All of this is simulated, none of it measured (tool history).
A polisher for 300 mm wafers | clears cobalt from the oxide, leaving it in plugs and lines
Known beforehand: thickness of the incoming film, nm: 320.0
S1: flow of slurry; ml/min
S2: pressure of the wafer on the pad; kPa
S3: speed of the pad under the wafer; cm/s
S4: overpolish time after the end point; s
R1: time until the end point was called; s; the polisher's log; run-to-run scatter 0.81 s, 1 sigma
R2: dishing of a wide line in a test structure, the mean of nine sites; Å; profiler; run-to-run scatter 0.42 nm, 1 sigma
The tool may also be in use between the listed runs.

run 1 hour=0.0 | S1=315 S2=9.0 S3=76 S4=20 | R1=107.850 R2=391.23
run 2 hour=2.1 | S1=315 S2=9.0 S3=76 S4=27 | R1=107.350 R2=461.41
run 3 hour=7.7 | S1=310 S2=10.3 S3=76 S4=22 | R1=91.174 R2=463.58
run 4 hour=12.8 | S1=310 S2=10.3 S3=92 S4=22 | R1=78.103 R2=500.43
run 5 hour=21.7 | S1=240 S2=10.3 S3=92 S4=22 | R1=78.122 R2=501.67
run 6 hour=24.2 | S1=285 S2=10.3 S3=98 S4=18 | R1=74.433 R2=468.82
run 7 hour=29.7 | S1=260 S2=10.3 S3=102 S4=15 | R1=71.059 R2=431.24
run 8 hour=38.5 | S1=245 S2=10.3 S3=106 S4=13 | R1=69.043 R2=408.29
run 9 hour=44.9 | S1=230 S2=10.3 S3=108 S4=11 | R1=67.474 R2=355.36

Estimate the outcome of run 10 from the log above:
run 10 hour=51.5 | S1=190 S2=11.7 S3=114 S4=6 | R1=? R2=?

R1: 58.686 s
R2: 265.08 Å
